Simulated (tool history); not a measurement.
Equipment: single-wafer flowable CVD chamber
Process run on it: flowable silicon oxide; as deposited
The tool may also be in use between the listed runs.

run	hour	heater temperature setpoint (deg C)	chamber pressure (mTorr)	RF power (W)	deposition time (s)	mean film thickness on the monitor wafer (nm)
1	0	90	651	2515	1059	695.65
2	6	90	651	2515	1091	710.99
3	6.9	95	651	2515	1091	607.34
4	14	98	651	2515	1091	554.61
5	19.5	100	651	2515	1091	522.2
6	24.2	102	651	2515	1091	492.08

Run 7 is up next; what results do you expect?
7	28.4	102	651	2515	1091	?

mean film thickness on the monitor wafer (nm): 490.39
